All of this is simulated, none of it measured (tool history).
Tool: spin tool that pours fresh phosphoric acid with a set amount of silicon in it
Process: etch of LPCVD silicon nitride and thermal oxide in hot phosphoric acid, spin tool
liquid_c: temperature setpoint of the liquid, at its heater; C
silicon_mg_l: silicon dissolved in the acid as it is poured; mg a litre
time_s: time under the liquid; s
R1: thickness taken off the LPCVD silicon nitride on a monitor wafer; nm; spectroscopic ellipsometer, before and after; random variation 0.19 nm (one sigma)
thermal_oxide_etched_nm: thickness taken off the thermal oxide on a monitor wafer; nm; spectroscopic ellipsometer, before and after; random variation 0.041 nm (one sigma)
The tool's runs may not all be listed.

{"run": 1, "day": 0.0, "liquid_c": 163, "silicon_mg_l": 15, "time_s": 180, "R1": 14.862, "thermal_oxide_etched_nm": 0.42884}
{"run": 2, "day": 0.183, "liquid_c": 163.5, "silicon_mg_l": 17.5, "time_s": 195, "R1": 16.235, "thermal_oxide_etched_nm": 0.47517}
{"run": 3, "day": 0.558, "liquid_c": 162, "silicon_mg_l": 17.5, "time_s": 195, "R1": 15.566, "thermal_oxide_etched_nm": 0.40466}
{"run": 4, "day": 0.775, "liquid_c": 162, "silicon_mg_l": 17.5, "time_s": 225, "R1": 18.224, "thermal_oxide_etched_nm": 0.5649}
{"run": 5, "day": 0.838, "liquid_c": 162, "silicon_mg_l": 17.5, "time_s": 195, "R1": 15.521, "thermal_oxide_etched_nm": 0.35997}
{"run": 6, "day": 0.892, "liquid_c": 160.5, "silicon_mg_l": 17.5, "time_s": 195, "R1": 14.73, "thermal_oxide_etched_nm": 0.39508}
{"run": 7, "day": 1.233, "liquid_c": 161.5, "silicon_mg_l": 19, "time_s": 205, "R1": 15.941, "thermal_oxide_etched_nm": 0.42078}

The next listed run, before its measurement:
{"run": 8, "day": 1.296, "liquid_c": 162.5, "silicon_mg_l": 21.5, "time_s": 215, "R1": "?", "thermal_oxide_etched_nm": "?"}

Run 8 gave R1 17.356 nm, thermal_oxide_etched_nm 0.47619 nm.

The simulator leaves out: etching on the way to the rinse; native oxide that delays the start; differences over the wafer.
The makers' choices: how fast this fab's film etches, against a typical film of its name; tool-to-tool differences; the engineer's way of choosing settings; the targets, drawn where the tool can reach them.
